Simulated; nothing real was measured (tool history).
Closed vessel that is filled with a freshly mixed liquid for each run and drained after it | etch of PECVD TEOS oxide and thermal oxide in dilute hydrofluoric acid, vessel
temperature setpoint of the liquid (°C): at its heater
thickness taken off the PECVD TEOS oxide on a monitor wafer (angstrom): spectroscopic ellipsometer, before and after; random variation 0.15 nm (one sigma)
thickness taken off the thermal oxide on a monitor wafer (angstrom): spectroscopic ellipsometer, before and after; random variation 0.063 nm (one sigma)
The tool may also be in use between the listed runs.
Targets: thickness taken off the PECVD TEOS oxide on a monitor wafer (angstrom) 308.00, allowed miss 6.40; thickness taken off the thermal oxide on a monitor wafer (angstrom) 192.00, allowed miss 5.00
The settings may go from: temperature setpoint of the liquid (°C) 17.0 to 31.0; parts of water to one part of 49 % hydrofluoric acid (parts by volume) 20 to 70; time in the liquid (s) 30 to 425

| run | day | temperature setpoint of the liquid (°C) | parts of water to one part of 49 % hydrofluoric acid (parts by volume) | time in the liquid (s) | thickness taken off the PECVD TEOS oxide on a monitor wafer (angstrom) | thickness taken off the thermal oxide on a monitor wafer (angstrom) |
|---|---|---|---|---|---|---|
| 1 | 0.000 | 23.0 | 40 | 215 | 469.74 | 295.56 |
| 2 | 0.204 | 22.0 | 40 | 215 | 455.32 | 282.91 |
| 3 | 0.538 | 22.0 | 30 | 215 | 614.41 | 383.11 |
| 4 | 0.604 | 21.0 | 35 | 215 | 502.34 | 312.81 |
| 5 | 0.754 | 18.0 | 35 | 215 | 438.93 | 276.36 |
| 6 | 1.062 | 17.5 | 40 | 215 | 372.24 | 234.43 |
| 7 | 1.388 | 17.5 | 45 | 215 | 331.65 | 208.64 |
| 8 | 1.446 | 17.0 | 45 | 215 | 324.74 | 202.86 |
|  | 1.483 | thermometer replaced |
| 9 | 1.483 | 17.0 | 45 | 205 | 286.22 | 178.35 |
| 10 | 1.800 | 17.5 | 45 | 205 | 290.69 | 181.32 |
| 11 | 1.921 | 18.0 | 45 | 205 | 298.94 | 185.50 |

Which of these 4 next moves meets every target?
| A | 2.042 | 17.0 | 40 | 195 | ? | ? |
| B | 2.042 | 22.5 | 45 | 185 | ? | ? |
| C | 2.042 | 26.0 | 25 | 85 | ? | ? |
| D | 2.042 | 20.0 | 35 | 160 | ? | ? |

| move | thickness taken off the PECVD TEOS oxide on a monitor wafer (angstrom) | thickness taken off the thermal oxide on a monitor wafer (angstrom) |
|---|---|---|
| A | 306.21 | 191.26 |
| B | 324.78 | 202.86 |
| C | 319.22 | 199.38 |
| D | 328.93 | 205.45 |
A: meets every target
B: takes the result that was furthest off past its target
C: takes the result that was furthest off past its target
D: takes the result that was furthest off past its target
Answer: A
